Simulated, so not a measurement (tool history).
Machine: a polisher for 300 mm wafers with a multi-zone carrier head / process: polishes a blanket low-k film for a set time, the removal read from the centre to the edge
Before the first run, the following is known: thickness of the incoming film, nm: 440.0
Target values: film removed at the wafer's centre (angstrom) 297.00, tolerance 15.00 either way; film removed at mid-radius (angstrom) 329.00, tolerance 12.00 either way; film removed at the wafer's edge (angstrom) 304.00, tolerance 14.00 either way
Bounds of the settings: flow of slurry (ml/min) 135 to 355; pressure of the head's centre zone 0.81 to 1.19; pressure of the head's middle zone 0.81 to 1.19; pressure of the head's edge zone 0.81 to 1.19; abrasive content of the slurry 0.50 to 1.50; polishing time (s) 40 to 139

run  hour  flow of slurry (ml/min)  pressure of the head's centre zone  pressure of the head's middle zone  pressure of the head's edge zone  abrasive content of the slurry  polishing time (s)  film removed at the wafer's centre (angstrom)  film removed at mid-radius (angstrom)  film removed at the wafer's edge (angstrom)
  1   0.0                      225                                1.00                                1.00                              1.00                            1.00                  89                                         405.78                                 396.01                                       406.60
  2   4.1                      225                                1.00                                1.00                              0.93                            1.00                  89                                         412.77                                 395.81                                       388.37
  3   8.6                      170                                1.00                                1.00                              0.93                            1.00                  89                                         393.89                                 378.47                                       380.24
  4  17.5                      175                                0.98                                1.01                              0.92                            0.90                  88                                         368.97                                 365.33                                       361.64
  5  22.3                      180                                0.96                                1.02                              0.91                            0.80                  87                                         351.32                                 355.87                                       344.14
  6  29.7                      180                                0.94                                1.02                              0.90                            0.75                  87                                         330.99                                 353.65                                       336.57
  7  37.2                      180                                0.94                                1.02                              0.90                            0.75                  87                                         325.96                                 354.12                                       341.50
  8  38.7                      180                                0.94                                1.02                              0.89                            0.70                  87                                         327.20                                 342.24                                       330.35
  9  47.1                      180                                0.93                                1.02                              0.88                            0.65                  87                                         311.67                                 337.44                                       323.69
 10  55.0                      180                                0.93                                1.02                              0.87                            0.65                  87                                         320.51                                 336.63                                       317.42

Consider the 4 candidate settings below. Which is the only one whose results all fall within their allowed miss of target?
  A  62.9                      190                                0.87                                1.12                              0.81                            0.75                  81                                              ?                                      ?                                            ?
  B  62.9                      185                                0.92                                1.12                              0.88                            0.85                  81                                              ?                                      ?                                            ?
  C  62.9                      225                                0.89                                1.02                              0.82                            0.50                  89                                              ?                                      ?                                            ?
  D  62.9                      140                                0.99                                1.02                              0.90                            0.55                  98                                              ?                                      ?                                            ?

move  film removed at the wafer's centre (angstrom)  film removed at mid-radius (angstrom)  film removed at the wafer's edge (angstrom)
   A                                         285.96                                 358.20                                       300.37
   B                                         312.27                                 369.76                                       322.16
   C                                         294.76                                 332.55                                       302.33
   D                                         341.74                                 349.07                                       337.58
A: puts the biggest miss on target and leaves a different result outside tolerance
B: misses by more than the last run did
C: every result lands within tolerance
D: misses by more than the last run did
The move that meets every target is C.
